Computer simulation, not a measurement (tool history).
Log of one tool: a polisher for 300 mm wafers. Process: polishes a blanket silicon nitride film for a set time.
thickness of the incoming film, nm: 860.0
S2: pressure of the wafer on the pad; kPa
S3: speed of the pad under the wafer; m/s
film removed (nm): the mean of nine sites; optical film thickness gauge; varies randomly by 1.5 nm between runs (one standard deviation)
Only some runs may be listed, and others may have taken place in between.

run 1 day=0.000 | flow_of_slurry_(ml/min)=240 S2=20.7 S3=1.10 polishing_time_(s)=47 | film_removed_(nm)=91.551
run 2 day=0.075 | flow_of_slurry_(ml/min)=260 S2=20.7 S3=1.10 polishing_time_(s)=47 | film_removed_(nm)=91.491
run 3 day=0.271 | flow_of_slurry_(ml/min)=260 S2=20.7 S3=1.10 polishing_time_(s)=41 | film_removed_(nm)=79.423
run 4 day=0.558 | flow_of_slurry_(ml/min)=315 S2=20.7 S3=1.10 polishing_time_(s)=41 | film_removed_(nm)=84.165
run 5 day=0.692 | flow_of_slurry_(ml/min)=315 S2=16.5 S3=1.10 polishing_time_(s)=41 | film_removed_(nm)=69.233
run 6 day=0.929 | flow_of_slurry_(ml/min)=365 S2=16.5 S3=1.10 polishing_time_(s)=41 | film_removed_(nm)=68.992
run 7 day=1.000 | flow_of_slurry_(ml/min)=365 S2=20.0 S3=1.12 polishing_time_(s)=41 | film_removed_(nm)=81.148
run 8 day=1.308 | flow_of_slurry_(ml/min)=365 S2=22.8 S3=1.14 polishing_time_(s)=41 | film_removed_(nm)=92.935
run 9 day=1.333 | flow_of_slurry_(ml/min)=365 S2=24.8 S3=1.16 polishing_time_(s)=41 | film_removed_(nm)=96.232
run 10 day=1.683 | flow_of_slurry_(ml/min)=365 S2=26.9 S3=1.22 polishing_time_(s)=41 | film_removed_(nm)=104.380
run 11 day=1.792 | flow_of_slurry_(ml/min)=365 S2=28.3 S3=1.28 polishing_time_(s)=42 | film_removed_(nm)=117.020
run 12 day=2.042 | flow_of_slurry_(ml/min)=365 S2=29.0 S3=1.30 polishing_time_(s)=42 | film_removed_(nm)=119.080

Expected results for the next run?
run 13 day=2.154 | flow_of_slurry_(ml/min)=365 S2=29.0 S3=1.30 polishing_time_(s)=42 | film_removed_(nm)=?

{"run 13": {"film removed (nm)": 119.89}}

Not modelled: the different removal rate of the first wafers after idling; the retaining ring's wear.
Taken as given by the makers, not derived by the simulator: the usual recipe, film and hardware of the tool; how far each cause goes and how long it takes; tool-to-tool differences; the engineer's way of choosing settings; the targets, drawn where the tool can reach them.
